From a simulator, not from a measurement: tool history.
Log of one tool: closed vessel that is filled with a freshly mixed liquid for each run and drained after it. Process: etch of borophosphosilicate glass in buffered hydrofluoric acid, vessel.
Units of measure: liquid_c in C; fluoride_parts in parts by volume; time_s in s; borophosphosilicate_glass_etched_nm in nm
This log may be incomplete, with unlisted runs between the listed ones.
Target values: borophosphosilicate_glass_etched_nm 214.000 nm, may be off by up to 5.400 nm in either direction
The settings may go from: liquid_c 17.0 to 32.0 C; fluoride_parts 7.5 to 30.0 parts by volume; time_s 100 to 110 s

run,hour,liquid_c,fluoride_parts,time_s,borophosphosilicate_glass_etched_nm
1,0.0,24.0,20.5,100,97.464
2,4.9,27.0,20.5,100,115.900
3,11.0,27.5,19.5,100,124.460
4,14.9,28.0,19.0,100,130.470
5,17.2,28.5,18.5,100,137.690
6,18.1,28.5,16.5,100,152.140
7,20.2,29.0,16.0,100,163.570
8,28.4,32.0,13.5,100,225.330

Which one of the following 4 next-run settings gets every result inside its allowed miss? There is exactly one.
A,36.6,32.0,15.0,105,?
B,36.6,31.5,12.5,100,?
C,36.6,31.0,11.5,100,?
D,36.6,32.0,13.5,110,?

move,borophosphosilicate_glass_etched_nm
A,209.940
B,233.050
C,246.450
D,243.910
A: every result lands within tolerance
B: the biggest miss grows against the last run
C: the biggest miss grows against the last run
D: the biggest miss grows against the last run
Correct choice: A, which meets every target

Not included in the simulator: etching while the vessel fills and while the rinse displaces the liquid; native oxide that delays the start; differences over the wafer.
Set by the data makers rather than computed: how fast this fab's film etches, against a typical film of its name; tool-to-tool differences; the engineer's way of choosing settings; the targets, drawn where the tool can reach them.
